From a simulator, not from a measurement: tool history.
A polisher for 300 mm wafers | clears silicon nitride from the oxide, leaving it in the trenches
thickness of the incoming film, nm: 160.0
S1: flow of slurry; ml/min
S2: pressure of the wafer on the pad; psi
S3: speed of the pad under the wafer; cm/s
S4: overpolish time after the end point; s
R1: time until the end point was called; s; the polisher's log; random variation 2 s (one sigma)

Run 1, hour 0: S1 125 ml/min, S2 3.4 psi, S3 102 cm/s, S4 8 s. Result: R1 153.18 s.
Run 2, hour 6.3: S1 125 ml/min, S2 3.4 psi, S3 102 cm/s, S4 8 s. Result: R1 153.85 s.
Run 3, hour 7.2: S1 120 ml/min, S2 3.3 psi, S3 102 cm/s, S4 8 s. Result: R1 156.43 s.
Run 4, hour 11.5: S1 120 ml/min, S2 3.3 psi, S3 102 cm/s, S4 7 s. Result: R1 155.77 s.
Run 5, hour 13.8: S1 120 ml/min, S2 3.2 psi, S3 102 cm/s, S4 7 s. Result: R1 161.28 s.
Run 6, hour 15.8: S1 145 ml/min, S2 3.2 psi, S3 102 cm/s, S4 7 s. Result: R1 158.58 s.
Run 7, hour 24: S1 145 ml/min, S2 3.1 psi, S3 102 cm/s, S4 7 s. Result: R1 158.34 s.
Run 8, hour 26.6: S1 140 ml/min, S2 3 psi, S3 102 cm/s, S4 7 s. Result: R1 168.02 s.

Run 9 comes next. What will it give?
Run 9, hour 28.7: S1 140 ml/min, S2 2.9 psi, S3 102 cm/s, S4 7 s. Result: R1 ?.

R1: 170.4 s
